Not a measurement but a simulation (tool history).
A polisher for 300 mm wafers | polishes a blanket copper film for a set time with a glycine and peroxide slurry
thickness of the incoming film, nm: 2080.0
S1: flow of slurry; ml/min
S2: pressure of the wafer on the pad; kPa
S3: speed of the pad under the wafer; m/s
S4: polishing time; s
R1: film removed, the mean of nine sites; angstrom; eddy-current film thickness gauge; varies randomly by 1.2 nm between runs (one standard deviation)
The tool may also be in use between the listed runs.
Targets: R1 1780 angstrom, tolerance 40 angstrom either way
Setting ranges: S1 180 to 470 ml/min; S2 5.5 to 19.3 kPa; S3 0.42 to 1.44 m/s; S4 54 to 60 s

run 1 hour=0 | S1=300 S2=12.4 S3=0.92 S4=60 | R1=2339.7
run 2 hour=1.6 | S1=235 S2=12.4 S3=0.92 S4=60 | R1=2306.5
run 3 hour=2.2 | S1=235 S2=11.7 S3=0.92 S4=60 | R1=2200.6
run 4 hour=3.2 | S1=235 S2=11 S3=0.92 S4=60 | R1=2100.5
run 5 hour=4.5 | S1=200 S2=11 S3=0.92 S4=60 | R1=2052
run 6 hour=12.9 | S1=230 S2=11 S3=0.92 S4=60 | R1=2102.4
run 7 hour=14.9 | S1=225 S2=10.3 S3=0.92 S4=60 | R1=2008.4
run 8 hour=23.3 | S1=220 S2=10.3 S3=0.92 S4=60 | R1=1996.2
run 9 hour=31.8 | S1=215 S2=9.7 S3=0.92 S4=60 | R1=1897

Below are 4 possible settings for the next run. Only one of them brings all results inside the allowed miss of their targets. Which is it?
run A hour=40.3 | S1=190 S2=9.7 S3=0.88 S4=57 | R1=?
run B hour=40.3 | S1=180 S2=9 S3=1 S4=55 | R1=?
run C hour=40.3 | S1=230 S2=13.1 S3=0.7 S4=54 | R1=?
run D hour=40.3 | S1=245 S2=6.9 S3=1.14 S4=58 | R1=?

move=A R1=1700.4
move=B R1=1673.8
move=C R1=1774.4
move=D R1=1682.8
A: takes the biggest miss from the last run beyond its target
B: takes the biggest miss from the last run beyond its target
C: all results land within tolerance of their targets
D: takes the biggest miss from the last run beyond its target
Answer: C
